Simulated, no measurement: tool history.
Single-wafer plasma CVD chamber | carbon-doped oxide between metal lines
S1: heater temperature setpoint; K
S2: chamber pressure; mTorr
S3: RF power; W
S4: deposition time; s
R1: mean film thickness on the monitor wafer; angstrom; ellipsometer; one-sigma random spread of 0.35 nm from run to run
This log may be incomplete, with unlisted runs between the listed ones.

run	hour	S1	S2	S3	S4	R1
1	0.0	643.15	6200	395	21.9	900.74
2	6.0	643.15	6230	415	22.0	942.17
3	8.1	643.15	6230	415	21.9	943.42
4	11.9	643.15	6260	430	22.0	971.82
5	14.4	643.15	6260	375	22.0	869.80
6	19.0	643.15	6260	350	22.0	824.80
7	23.3	643.15	6290	375	22.1	877.68
8	26.6	643.15	6340	395	22.2	918.46
9	27.6	643.15	6370	410	22.3	949.73
10	31.8	643.15	6370	410	22.3	949.20
11	33.6	643.15	6390	425	22.4	982.19
12	37.7	643.15	6410	435	22.4	1002.00
13	41.4	643.15	6420	445	22.4	1023.00
14	49.8	643.15	6430	450	22.4	1033.60
15	56.9	643.15	6440	455	22.4	1038.40
16	58.9	643.15	6450	460	22.4	1051.60

What does the tool deliver on the next run?
17	65.0	643.15	6460	465	22.4	?

{"run 17": {"R1": 1058.3}}
